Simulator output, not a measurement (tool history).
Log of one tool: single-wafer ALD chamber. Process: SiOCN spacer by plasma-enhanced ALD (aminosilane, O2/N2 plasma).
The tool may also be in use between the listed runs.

run,hour,heater temperature setpoint (deg C),number of ALD cycles (cycles),mean film thickness on the monitor wafer (Å)
1,0,410,68,34.753
2,5,416,68,33.957
3,5.7,418,67,33.24
4,9.3,411,67,34.035
5,13.3,413,66,33.335
6,21.3,404,66,34.356
7,29,407,65,33.324
8,37.5,409,64,32.699
9,41.6,411,63,32.023

The next listed run, before its measurement:
10,42.7,413,63,?

mean film thickness on the monitor wafer (Å): 31.742
